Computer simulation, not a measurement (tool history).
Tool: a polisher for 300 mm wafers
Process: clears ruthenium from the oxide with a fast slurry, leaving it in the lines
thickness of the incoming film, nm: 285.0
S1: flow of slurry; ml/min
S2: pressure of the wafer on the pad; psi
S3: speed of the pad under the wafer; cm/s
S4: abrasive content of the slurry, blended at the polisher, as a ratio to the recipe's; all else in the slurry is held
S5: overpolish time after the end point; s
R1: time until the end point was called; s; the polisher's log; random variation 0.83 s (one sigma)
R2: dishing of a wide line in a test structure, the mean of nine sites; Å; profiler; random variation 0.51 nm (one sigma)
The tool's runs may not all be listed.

Run 1, day 0: S1 180 ml/min, S2 2.7 psi, S3 94 cm/s, S4 1, S5 9 s. Result: R1 71.046 s, R2 260.17 Å.
Run 2, day 0.175: S1 160 ml/min, S2 2.7 psi, S3 94 cm/s, S4 1, S5 9 s. Result: R1 69.891 s, R2 260.08 Å.
Run 3, day 0.475: S1 160 ml/min, S2 2.8 psi, S3 94 cm/s, S4 1, S5 9 s. Result: R1 68.214 s, R2 268.05 Å.
Run 4, day 0.654: S1 160 ml/min, S2 2.9 psi, S3 94 cm/s, S4 1, S5 9 s. Result: R1 68.421 s, R2 273.78 Å.
Run 5, day 0.917: S1 160 ml/min, S2 3.1 psi, S3 94 cm/s, S4 1, S5 9 s. Result: R1 62.385 s, R2 283.37 Å.
Run 6, day 1.229: S1 160 ml/min, S2 3.2 psi, S3 94 cm/s, S4 1, S5 9 s. Result: R1 60.441 s, R2 296.23 Å.

Forecast run 7:
Run 7, day 1.525: S1 160 ml/min, S2 3.3 psi, S3 94 cm/s, S4 1, S5 9 s. Result: R1 ?, R2 ?.

{"run 7": {"R1": 58.852, "R2": 296.74}}
